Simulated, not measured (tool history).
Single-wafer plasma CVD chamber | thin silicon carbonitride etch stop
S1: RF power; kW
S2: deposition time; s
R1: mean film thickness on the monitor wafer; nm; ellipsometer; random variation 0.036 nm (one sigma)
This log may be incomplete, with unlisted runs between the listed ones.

run  hour     S1    S2      R1
  1     0  0.265  11.4  7.1363
  2     2   0.24  11.4  6.8962
  3   5.1   0.24  10.3  6.1517
  4   9.8   0.24   8.9  5.3377
  5  16.5  0.255   8.9  5.4407
  6  22.8   0.22   8.9  5.2094

Estimate the outcome of run 7 from the log above:
  7  24.7  0.24  9.1   ?

{"run 7": {"R1": 5.425}}
